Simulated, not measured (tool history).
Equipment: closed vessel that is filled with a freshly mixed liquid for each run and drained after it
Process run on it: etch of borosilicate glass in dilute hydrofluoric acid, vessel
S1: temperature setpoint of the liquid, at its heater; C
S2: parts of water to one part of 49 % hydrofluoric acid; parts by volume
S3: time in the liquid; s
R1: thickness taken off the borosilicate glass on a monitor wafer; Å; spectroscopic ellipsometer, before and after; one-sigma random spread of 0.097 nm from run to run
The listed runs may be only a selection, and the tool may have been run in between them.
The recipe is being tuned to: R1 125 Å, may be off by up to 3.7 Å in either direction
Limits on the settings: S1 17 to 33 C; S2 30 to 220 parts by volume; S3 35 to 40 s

run 1 hour=0 | S1=25 S2=125 S3=40 | R1=75.347
run 2 hour=9.1 | S1=26.5 S2=120 S3=40 | R1=82.268
run 3 hour=10.7 | S1=24.5 S2=120 S3=40 | R1=78.015
run 4 hour=14.8 | S1=26 S2=115 S3=40 | R1=84.388
run 5 hour=20.2 | S1=27.5 S2=110 S3=40 | R1=94.589
run 6 hour=21.4 | S1=27.5 S2=70 S3=40 | R1=157.58
run 7 hour=25.3 | S1=26 S2=70 S3=40 | R1=150.17
run 8 hour=33.3 | S1=25 S2=70 S3=40 | R1=143.31
run 9 hour=42.6 | S1=24 S2=70 S3=40 | R1=137.49
run 10 hour=48.3 | S1=23.5 S2=70 S3=40 | R1=133.53

Next run, 5 choices. One meets every target within its allowed miss, the rest don't. Which?
run A hour=54 | S1=23 S2=65 S3=35 | R1=?
run B hour=54 | S1=26.5 S2=80 S3=35 | R1=?
run C hour=54 | S1=21.5 S2=65 S3=40 | R1=?
run D hour=54 | S1=29 S2=85 S3=35 | R1=?
run E hour=54 | S1=27 S2=75 S3=40 | R1=?

move=A R1=125.33
move=B R1=114.94
move=C R1=134.64
move=D R1=118.39
move=E R1=143.87
A: in spec on every target
B: moves the result that the last run missed by most past its target, out the other side
C: further off than the last run
D: moves the result that the last run missed by most past its target, out the other side
E: further off than the last run
Answer: A

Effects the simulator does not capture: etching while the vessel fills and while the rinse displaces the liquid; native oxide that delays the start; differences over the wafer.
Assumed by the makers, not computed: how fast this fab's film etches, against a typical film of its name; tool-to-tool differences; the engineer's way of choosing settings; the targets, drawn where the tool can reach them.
